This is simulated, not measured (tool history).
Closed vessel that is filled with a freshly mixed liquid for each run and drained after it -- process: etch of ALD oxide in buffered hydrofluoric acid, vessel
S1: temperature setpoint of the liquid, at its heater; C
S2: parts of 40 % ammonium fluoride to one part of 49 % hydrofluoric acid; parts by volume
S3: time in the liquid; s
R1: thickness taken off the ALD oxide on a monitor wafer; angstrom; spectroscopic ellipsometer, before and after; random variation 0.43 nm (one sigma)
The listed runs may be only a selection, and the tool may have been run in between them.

| run | hour | S1 | S2 | S3 | R1 |
|---|---|---|---|---|---|
| 1 | 0 | 21 | 20.5 | 90 | 632.84 |
| 2 | 3.8 | 20.5 | 21 | 90 | 613.28 |
| 3 | 4.8 | 20.5 | 21 | 100 | 680.77 |
| 4 | 13.5 | 20.5 | 23.5 | 100 | 621.57 |
| 5 | 16.2 | 20 | 24 | 100 | 603.89 |
| 6 | 24.4 | 19.5 | 24.5 | 100 | 586.76 |

Estimate the outcome of run 7 from the log above:
| 7 | 32.2 | 19 | 25.5 | 100 | ? |

{"run 7": {"R1": 551.14}}

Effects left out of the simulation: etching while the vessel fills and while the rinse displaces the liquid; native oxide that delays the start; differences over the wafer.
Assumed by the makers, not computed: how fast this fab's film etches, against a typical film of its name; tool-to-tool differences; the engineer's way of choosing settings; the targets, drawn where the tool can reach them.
